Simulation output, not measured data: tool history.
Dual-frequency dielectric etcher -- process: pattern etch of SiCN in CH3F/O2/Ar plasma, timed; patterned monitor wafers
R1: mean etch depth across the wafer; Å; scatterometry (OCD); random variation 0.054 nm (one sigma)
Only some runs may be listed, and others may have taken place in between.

Run 1, hour 0: source power (W) 490, bias power (W) 62, etch time (s) 38. Result: R1 154.24 Å.
Run 2, hour 3.2: source power (W) 450, bias power (W) 61, etch time (s) 38. Result: R1 147.43 Å.
Run 3, hour 5.7: source power (W) 450, bias power (W) 61, etch time (s) 38. Result: R1 147.97 Å.
Run 4, hour 8.9: source power (W) 430, bias power (W) 61, etch time (s) 38. Result: R1 144.59 Å.
Run 5, hour 14.4: source power (W) 410, bias power (W) 61, etch time (s) 38. Result: R1 142.08 Å.
Run 6, hour 22.9: source power (W) 410, bias power (W) 61, etch time (s) 38. Result: R1 141.88 Å.

Run 7 has not been measured yet. What should we expect?
Run 7, hour 25.6: source power (W) 400, bias power (W) 61, etch time (s) 38. Result: R1 ?.

Run 7 gave R1 139.58 Å.

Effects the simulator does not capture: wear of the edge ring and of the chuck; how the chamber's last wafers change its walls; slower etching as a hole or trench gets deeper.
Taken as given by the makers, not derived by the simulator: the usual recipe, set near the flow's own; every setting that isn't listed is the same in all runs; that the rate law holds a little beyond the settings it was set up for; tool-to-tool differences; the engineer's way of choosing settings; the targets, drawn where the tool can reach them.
